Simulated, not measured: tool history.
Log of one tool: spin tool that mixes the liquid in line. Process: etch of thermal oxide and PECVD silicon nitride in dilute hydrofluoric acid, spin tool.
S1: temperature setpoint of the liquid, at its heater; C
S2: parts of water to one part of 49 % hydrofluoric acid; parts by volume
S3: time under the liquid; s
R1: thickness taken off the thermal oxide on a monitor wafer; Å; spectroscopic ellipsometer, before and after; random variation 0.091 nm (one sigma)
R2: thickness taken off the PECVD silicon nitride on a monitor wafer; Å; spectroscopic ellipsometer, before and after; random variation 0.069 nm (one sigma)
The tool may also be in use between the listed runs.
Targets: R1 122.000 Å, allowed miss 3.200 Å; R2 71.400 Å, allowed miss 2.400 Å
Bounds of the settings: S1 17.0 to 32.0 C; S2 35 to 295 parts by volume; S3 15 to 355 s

run  hour    S1   S2   S3       R1      R2
  1   0.0  24.0  165  180   44.210  29.898
  2   3.8  24.0  195  180   36.476  24.879
  3   8.4  24.0  245  180   27.395  19.948
  4  10.1  24.0  180  190   42.455  29.429
  5  13.2  23.5  135  200   61.788  38.793
  6  17.5  25.5  135  200   66.465  44.104
  7  22.1  25.5  105  195   86.842  56.345
  8  23.3  25.0   90  190   98.416  61.859
  9  24.6  23.5   50  180  163.880  93.428
 10  25.3  23.5   60  180  135.340  78.583
 11  26.2  23.5   65  180  125.280  71.535
 12  31.3  24.0   65  180  127.500  74.219
 13  38.8  24.0   70  180  117.180  71.196
 14  40.4  23.5   70  180  113.830  67.958
 15  47.1  23.5   65  180  125.520  71.815
 16  53.3  24.0   75  185  112.250  67.724

4 next moves are on the table. One of them brings every result within its allowed miss. Which?
  A  59.5  25.5  85  200   ?   ?
  B  59.5  26.5  80  180   ?   ?
  C  59.5  23.5  70  190   ?   ?
  D  59.5  24.0  70  175   ?   ?

move       R1      R2
   A  111.890  70.236
   B  112.030  71.660
   C  121.440  70.767
   D  114.150  67.398
A: as far off as the last run
B: as far off as the last run
C: meets every target
D: nearer than the last run, and not there yet
Answer: C

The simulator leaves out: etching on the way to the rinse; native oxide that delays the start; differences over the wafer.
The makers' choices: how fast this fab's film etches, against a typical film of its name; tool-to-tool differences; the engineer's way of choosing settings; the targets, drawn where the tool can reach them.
